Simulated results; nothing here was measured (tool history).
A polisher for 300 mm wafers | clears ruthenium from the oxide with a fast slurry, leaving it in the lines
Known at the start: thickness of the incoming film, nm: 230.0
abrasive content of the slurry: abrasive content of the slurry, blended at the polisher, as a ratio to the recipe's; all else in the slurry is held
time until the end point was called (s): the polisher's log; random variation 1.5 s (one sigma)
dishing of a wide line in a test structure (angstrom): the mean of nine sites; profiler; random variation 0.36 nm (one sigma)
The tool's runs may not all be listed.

run,hour,flow of slurry (ml/min),pressure of the wafer on the pad (kPa),speed of the pad under the wafer (cm/s),abrasive content of the slurry,overpolish time after the end point (s),time until the end point was called (s),dishing of a wide line in a test structure (angstrom)
1,0.0,305,14.5,100,1.0,15,89.237,301.54
2,5.1,305,14.5,110,1.0,15,81.686,330.39
3,13.5,305,14.5,110,0.9,15,90.420,305.28
4,14.5,305,14.5,94,0.9,15,102.950,269.26
5,18.5,305,13.1,94,0.9,15,113.510,248.67
6,25.7,305,13.1,72,0.9,15,140.530,206.56

The next listed run, before its measurement:
# hour 32.1: slurry blender recalibrated
7,32.1,305,12.4,72,0.9,17,?,?

{"run 7": {"time until the end point was called (s)": 109.62, "dishing of a wide line in a test structure (angstrom)": 287.71}}
